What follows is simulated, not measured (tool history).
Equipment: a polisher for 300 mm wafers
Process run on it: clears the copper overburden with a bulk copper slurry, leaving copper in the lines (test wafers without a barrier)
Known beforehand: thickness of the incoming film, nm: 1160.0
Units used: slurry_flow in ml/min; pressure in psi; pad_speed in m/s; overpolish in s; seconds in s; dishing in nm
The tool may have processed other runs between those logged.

run	day	slurry_flow	pressure	pad_speed	slurry_solids	overpolish	seconds	dishing
1	0	280	3.4	1.32	1	14	77.893	111.62
2	0.342	280	3.3	1.32	1	14	78.617	111.36
3	0.708	280	3.3	1.32	1	9	79.179	86.026
4	0.942	280	2.6	1.32	1	9	100.35	71.768
5	0.983	280	2.6	1.32	1	12	99.537	86.282
6	1.188	280	2.1	1.32	1	12	122.04	71.209
7	1.421	280	2.1	1.32	1	13	121.32	74.255
8	1.617	280	2.1	1.32	1	14	122.92	77.486

For run 9, what comes out?
9	1.975	285	2.3	1.32	1	16	?	?

{"run 9": {"seconds": 112.27, "dishing": 88.533}}
